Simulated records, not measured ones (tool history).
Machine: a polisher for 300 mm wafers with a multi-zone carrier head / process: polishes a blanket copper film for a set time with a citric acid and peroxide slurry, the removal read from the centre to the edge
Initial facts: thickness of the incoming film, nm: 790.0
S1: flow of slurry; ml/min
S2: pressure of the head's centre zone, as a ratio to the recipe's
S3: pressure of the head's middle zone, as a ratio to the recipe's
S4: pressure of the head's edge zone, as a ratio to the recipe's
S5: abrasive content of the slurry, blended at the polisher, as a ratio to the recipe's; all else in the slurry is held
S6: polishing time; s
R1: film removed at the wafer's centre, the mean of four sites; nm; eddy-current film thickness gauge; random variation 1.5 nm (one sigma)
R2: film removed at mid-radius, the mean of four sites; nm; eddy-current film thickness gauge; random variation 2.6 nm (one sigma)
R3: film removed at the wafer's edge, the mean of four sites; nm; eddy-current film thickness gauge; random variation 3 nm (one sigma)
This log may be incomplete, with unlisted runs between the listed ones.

run  hour   S1    S2    S3    S4    S5  S6      R1      R2      R3
  1   0.0  315  1.00  1.00  1.00  1.00  72  243.72  246.31  254.10
  2   5.5  390  1.00  1.00  1.00  1.00  72  252.18  255.42  256.72
  3   7.1  385  0.98  0.97  0.98  0.95  72  240.30  243.12  252.87
  4  13.4  385  1.02  0.97  0.98  0.95  72  252.68  245.97  253.50
  5  20.8  385  1.02  0.97  0.91  0.95  72  252.31  247.01  245.36
  6  26.1  385  1.02  0.97  0.91  0.95  89  312.30  303.89  305.22
  7  31.9  345  0.92  0.87  0.86  0.70  69  205.03  206.86  219.00

Run 8 is up next; what results do you expect?
  8  34.9  340  0.91  0.86  0.86  0.70  69   ?   ?   ?

Run 8 produced R1 203.43 nm, R2 199.62 nm, R3 220.09 nm.

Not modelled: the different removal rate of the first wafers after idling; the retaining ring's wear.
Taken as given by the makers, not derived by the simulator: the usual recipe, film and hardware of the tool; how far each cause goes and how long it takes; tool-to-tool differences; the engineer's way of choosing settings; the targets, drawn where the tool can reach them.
